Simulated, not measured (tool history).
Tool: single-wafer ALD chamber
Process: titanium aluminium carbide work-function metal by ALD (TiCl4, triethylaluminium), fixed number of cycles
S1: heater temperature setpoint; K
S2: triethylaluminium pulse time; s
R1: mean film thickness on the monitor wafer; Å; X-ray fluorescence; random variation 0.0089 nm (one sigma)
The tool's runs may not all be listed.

{"run": 1, "hour": 0.0, "S1": 573.15, "S2": 11.17, "R1": 20.124}
{"run": 2, "hour": 1.4, "S1": 571.15, "S2": 10.91, "R1": 19.683}
{"run": 3, "hour": 2.3, "S1": 570.15, "S2": 10.8, "R1": 19.624}
{"run": 4, "hour": 9.6, "S1": 577.15, "S2": 10.8, "R1": 20.234}
{"run": 5, "hour": 17.9, "S1": 582.15, "S2": 10.8, "R1": 21.087}
{"run": 6, "hour": 21.6, "S1": 582.15, "S2": 8.06, "R1": 19.318}
{"run": 7, "hour": 24.3, "S1": 581.15, "S2": 8.01, "R1": 19.306}
{"run": 8, "hour": 29.0, "S1": 569.15, "S2": 6.35, "R1": 15.455}
{"run": 9, "hour": 32.2, "S1": 571.15, "S2": 6.38, "R1": 15.744}
{"run": 10, "hour": 35.8, "S1": 583.15, "S2": 9.18, "R1": 20.322}
{"run": 11, "hour": 44.6, "S1": 583.15, "S2": 9.18, "R1": 20.485}
{"run": 12, "hour": 53.6, "S1": 582.15, "S2": 9.16, "R1": 20.065}
{"run": 13, "hour": 57.7, "S1": 582.15, "S2": 9.16, "R1": 20.456}
{"run": 14, "hour": 65.2, "S1": 581.15, "S2": 9.14, "R1": 20.24}
{"run": 15, "hour": 72.9, "S1": 580.15, "S2": 9.12, "R1": 20.013}
{"run": 16, "hour": 77.5, "S1": 579.15, "S2": 9.1, "R1": 19.994}
{"run": 17, "hour": 78.7, "S1": 567.15, "S2": 6.42, "R1": 15.425}
{"run": 18, "hour": 87.2, "S1": 569.15, "S2": 6.45, "R1": 15.728}
{"run": 19, "hour": 91.5, "S1": 571.15, "S2": 6.47, "R1": 15.815}
{"run": 20, "hour": 92.4, "S1": 573.15, "S2": 6.49, "R1": 15.974}
{"run": 21, "hour": 96.6, "S1": 574.15, "S2": 6.51, "R1": 16.034}

Forecast run 22:
{"run": 22, "hour": 99.1, "S1": 576.15, "S2": 6.53, "R1": "?"}

Run 22 gave R1 16.458 Å.
